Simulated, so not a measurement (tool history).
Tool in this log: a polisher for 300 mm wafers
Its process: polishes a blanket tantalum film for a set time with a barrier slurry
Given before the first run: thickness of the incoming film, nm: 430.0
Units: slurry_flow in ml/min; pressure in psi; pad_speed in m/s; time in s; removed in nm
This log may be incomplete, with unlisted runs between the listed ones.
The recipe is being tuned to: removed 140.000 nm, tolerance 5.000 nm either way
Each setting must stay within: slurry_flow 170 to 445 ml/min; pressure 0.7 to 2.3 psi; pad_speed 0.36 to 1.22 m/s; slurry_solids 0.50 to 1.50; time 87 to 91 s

Run 1, hour 0.0: slurry_flow 285 ml/min, pressure 1.5 psi, pad_speed 0.78 m/s, slurry_solids 1.00, time 87 s. Result: removed 87.253 nm.
Run 2, hour 4.6: slurry_flow 285 ml/min, pressure 1.5 psi, pad_speed 0.78 m/s, slurry_solids 0.85, time 87 s. Result: removed 82.375 nm.
Run 3, hour 9.8: slurry_flow 285 ml/min, pressure 1.6 psi, pad_speed 0.78 m/s, slurry_solids 0.85, time 87 s. Result: removed 88.399 nm.
Run 4, hour 12.9: slurry_flow 260 ml/min, pressure 1.6 psi, pad_speed 0.78 m/s, slurry_solids 0.85, time 87 s. Result: removed 87.973 nm.
Run 5, hour 14.9: slurry_flow 260 ml/min, pressure 1.6 psi, pad_speed 0.66 m/s, slurry_solids 0.85, time 87 s. Result: removed 74.538 nm.
Run 6, hour 20.9: slurry_flow 260 ml/min, pressure 1.7 psi, pad_speed 0.68 m/s, slurry_solids 0.85, time 87 s. Result: removed 81.799 nm.
Run 7, hour 23.2: slurry_flow 260 ml/min, pressure 1.8 psi, pad_speed 0.70 m/s, slurry_solids 0.85, time 87 s. Result: removed 89.606 nm.
Run 8, hour 32.1: slurry_flow 260 ml/min, pressure 2.2 psi, pad_speed 0.80 m/s, slurry_solids 0.85, time 87 s. Result: removed 121.160 nm.

Which single option among these 5 for the next run brings every result within its allowed miss of target? Just one does.
Run A, hour 41.0: slurry_flow 275 ml/min, pressure 2.3 psi, pad_speed 0.78 m/s, slurry_solids 1.00, time 91 s. Result: removed ?.
Run B, hour 41.0: slurry_flow 240 ml/min, pressure 2.0 psi, pad_speed 0.90 m/s, slurry_solids 0.85, time 91 s. Result: removed ?.
Run C, hour 41.0: slurry_flow 230 ml/min, pressure 2.2 psi, pad_speed 0.84 m/s, slurry_solids 0.80, time 91 s. Result: removed ?.
Run D, hour 41.0: slurry_flow 205 ml/min, pressure 2.2 psi, pad_speed 0.70 m/s, slurry_solids 0.80, time 87 s. Result: removed ?.
Run E, hour 41.0: slurry_flow 255 ml/min, pressure 2.3 psi, pad_speed 0.78 m/s, slurry_solids 1.00, time 87 s. Result: removed ?.

move  removed
   A  139.170
   B  130.610
   C  130.680
   D  102.980
   E  131.930
A: every result within its allowed miss
B: nearer than the last run, and not there yet
C: nearer than the last run, and not there yet
D: the biggest miss grows against the last run
E: nearer than the last run, and not there yet
A meets every target.
